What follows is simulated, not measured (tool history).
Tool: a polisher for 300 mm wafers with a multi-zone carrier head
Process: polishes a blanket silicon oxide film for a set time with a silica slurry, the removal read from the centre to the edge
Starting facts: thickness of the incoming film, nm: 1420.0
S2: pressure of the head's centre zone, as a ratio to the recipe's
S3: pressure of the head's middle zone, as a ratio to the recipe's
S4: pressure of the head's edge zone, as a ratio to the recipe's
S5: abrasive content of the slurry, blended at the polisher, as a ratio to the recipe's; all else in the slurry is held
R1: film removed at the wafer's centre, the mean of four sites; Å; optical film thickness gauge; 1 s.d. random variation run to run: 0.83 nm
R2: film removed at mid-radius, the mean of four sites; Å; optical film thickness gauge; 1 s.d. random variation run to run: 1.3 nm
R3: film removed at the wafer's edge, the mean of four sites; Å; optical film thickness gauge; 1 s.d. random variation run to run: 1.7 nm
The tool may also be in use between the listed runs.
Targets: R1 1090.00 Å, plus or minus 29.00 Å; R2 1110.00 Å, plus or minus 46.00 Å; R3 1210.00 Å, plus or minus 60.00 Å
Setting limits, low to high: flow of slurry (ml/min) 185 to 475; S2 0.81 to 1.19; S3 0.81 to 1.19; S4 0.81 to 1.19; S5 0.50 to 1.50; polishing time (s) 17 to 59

run 1 hour=0.0 | flow_of_slurry_(ml/min)=305 S2=1.00 S3=1.00 S4=1.00 S5=1.00 polishing_time_(s)=38 | R1=919.97 R2=933.11 R3=938.19
run 2 hour=8.7 | flow_of_slurry_(ml/min)=305 S2=1.00 S3=1.00 S4=1.05 S5=1.10 polishing_time_(s)=38 | R1=960.45 R2=967.11 R3=1006.30
run 3 hour=14.8 | flow_of_slurry_(ml/min)=240 S2=1.00 S3=1.00 S4=1.05 S5=1.10 polishing_time_(s)=38 | R1=925.74 R2=945.51 R3=987.16
run 4 hour=18.9 | flow_of_slurry_(ml/min)=260 S2=1.01 S3=1.01 S4=1.09 S5=1.20 polishing_time_(s)=38 | R1=993.66 R2=985.75 R3=1068.40
run 5 hour=23.2 | flow_of_slurry_(ml/min)=260 S2=1.01 S3=1.01 S4=1.05 S5=1.20 polishing_time_(s)=38 | R1=981.56 R2=1001.20 R3=1028.80
run 6 hour=25.4 | flow_of_slurry_(ml/min)=285 S2=1.01 S3=1.03 S4=1.09 S5=1.25 polishing_time_(s)=38 | R1=1000.40 R2=1049.50 R3=1060.10
run 7 hour=30.6 | flow_of_slurry_(ml/min)=285 S2=1.01 S3=1.02 S4=1.11 S5=1.30 polishing_time_(s)=38 | R1=1019.30 R2=1051.00 R3=1104.50
run 8 hour=32.3 | flow_of_slurry_(ml/min)=290 S2=1.02 S3=1.02 S4=1.13 S5=1.35 polishing_time_(s)=38 | R1=1053.10 R2=1071.20 R3=1133.90

4 candidate next runs follow, results not yet known. Just one meets every target within its allowed miss. Identify it.
run A hour=34.0 | flow_of_slurry_(ml/min)=455 S2=1.11 S3=0.96 S4=1.15 S5=1.25 polishing_time_(s)=37 | R1=? R2=? R3=?
run B hour=34.0 | flow_of_slurry_(ml/min)=285 S2=0.99 S3=1.01 S4=1.12 S5=1.40 polishing_time_(s)=40 | R1=? R2=? R3=?
run C hour=34.0 | flow_of_slurry_(ml/min)=360 S2=0.97 S3=1.17 S4=0.98 S5=1.50 polishing_time_(s)=37 | R1=? R2=? R3=?
run D hour=34.0 | flow_of_slurry_(ml/min)=260 S2=0.88 S3=0.84 S4=1.19 S5=1.35 polishing_time_(s)=43 | R1=? R2=? R3=?

move=A R1=1129.10 R2=990.48 R3=1073.20
move=B R1=1088.20 R2=1122.80 R3=1158.50
move=C R1=1034.80 R2=1232.10 R3=1041.80
move=D R1=1013.40 R2=1012.70 R3=1262.20
A: pushes the last run's worst result past its target
B: each result inside its tolerance
C: its largest miss is bigger than the last run's
D: its largest miss is bigger than the last run's
Correct choice: B, which meets every target
